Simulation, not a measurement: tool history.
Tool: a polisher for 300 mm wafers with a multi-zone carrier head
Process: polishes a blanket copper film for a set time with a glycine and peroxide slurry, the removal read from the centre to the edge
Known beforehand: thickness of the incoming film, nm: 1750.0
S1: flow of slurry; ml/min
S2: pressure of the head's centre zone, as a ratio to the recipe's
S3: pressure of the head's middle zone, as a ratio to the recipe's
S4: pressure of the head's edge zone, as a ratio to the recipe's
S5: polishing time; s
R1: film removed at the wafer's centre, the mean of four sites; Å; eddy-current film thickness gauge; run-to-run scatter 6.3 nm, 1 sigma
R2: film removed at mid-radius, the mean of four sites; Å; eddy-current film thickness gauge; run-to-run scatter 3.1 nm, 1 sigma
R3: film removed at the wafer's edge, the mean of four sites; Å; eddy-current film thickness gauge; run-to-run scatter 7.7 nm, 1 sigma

Run 1, hour 0.0: S1 200 ml/min, S2 1.00, S3 1.00, S4 1.00, S5 80 s. Result: R1 3959.8 Å, R2 4033.4 Å, R3 4057.6 Å.
Run 2, hour 5.5: S1 200 ml/min, S2 1.04, S3 1.00, S4 1.00, S5 80 s. Result: R1 4188.0 Å, R2 3996.4 Å, R3 4019.9 Å.
Run 3, hour 7.4: S1 205 ml/min, S2 1.04, S3 0.99, S4 1.04, S5 84 s. Result: R1 4360.5 Å, R2 4164.0 Å, R3 4410.3 Å.
Run 4, hour 14.7: S1 215 ml/min, S2 1.05, S3 1.00, S4 1.07, S5 86 s. Result: R1 4625.6 Å, R2 4375.9 Å, R3 4575.4 Å.
Run 5, hour 18.8: S1 220 ml/min, S2 1.05, S3 0.99, S4 1.10, S5 88 s. Result: R1 4613.2 Å, R2 4395.2 Å, R3 4626.1 Å.
Run 6, hour 27.5: S1 205 ml/min, S2 1.05, S3 0.98, S4 1.12, S5 91 s. Result: R1 4696.4 Å, R2 4522.2 Å, R3 4898.6 Å.
Run 7, hour 29.1: S1 205 ml/min, S2 1.05, S3 0.97, S4 1.13, S5 93 s. Result: R1 4779.8 Å, R2 4525.8 Å, R3 4985.2 Å.

Run 8, settings as shown, results not yet in. Your forecast:
Run 8, hour 31.0: S1 210 ml/min, S2 1.05, S3 0.97, S4 1.14, S5 95 s. Result: R1 ?, R2 ?, R3 ?.

R1: 4920.3 Å
R2: 4636.6 Å
R3: 5210.6 Å
